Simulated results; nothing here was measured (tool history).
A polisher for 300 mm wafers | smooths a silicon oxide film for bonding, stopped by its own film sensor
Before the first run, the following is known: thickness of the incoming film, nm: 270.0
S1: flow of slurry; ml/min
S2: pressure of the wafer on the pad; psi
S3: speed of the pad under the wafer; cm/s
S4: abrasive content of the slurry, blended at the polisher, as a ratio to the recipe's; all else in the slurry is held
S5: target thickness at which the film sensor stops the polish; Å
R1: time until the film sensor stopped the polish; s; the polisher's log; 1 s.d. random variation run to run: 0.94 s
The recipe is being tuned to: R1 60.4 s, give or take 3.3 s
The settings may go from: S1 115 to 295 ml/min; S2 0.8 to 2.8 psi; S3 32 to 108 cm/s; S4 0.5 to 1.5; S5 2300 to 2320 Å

run  hour   S1   S2  S3  S4    S5      R1
  1     0  190  1.8  70   1  2320  80.641
  2     4  190  1.9  70   1  2320  77.015
  3   5.1  190    2  70   1  2320  76.944
  4  10.9  190    2  70   1  2300   78.88
  5  16.4  190  2.1  70   1  2300  78.825
  6  19.6  190  1.8  70   1  2300   84.34
  7  22.5  190    2  72   1  2300  77.197
  8    27  190  2.1  74   1  2300  74.495
  9  28.7  190  2.2  76   1  2300   70.19

Exactly one of the 5 candidate moves below puts every result within its allowed miss. Which one?
  A  30.4  190  2.4  78   0.8  2320   ?
  B  30.4  190  2.7  80  1.05  2320   ?
  C  30.4  190  2.4  72  1.05  2300   ?
  D  30.4  200  2.2  78  1.15  2320   ?
  E  30.4  145  2.1  80     1  2320   ?

move      R1
   A  69.963
   B  55.738
   C  69.079
   D  62.278
   E  70.619
A: no nearer and no further than the last run
B: carries the result that was furthest off beyond its target, to the other side
C: nearer than the last run, and not there yet
D: meets every target
E: no nearer and no further than the last run
Move D is the one to make.
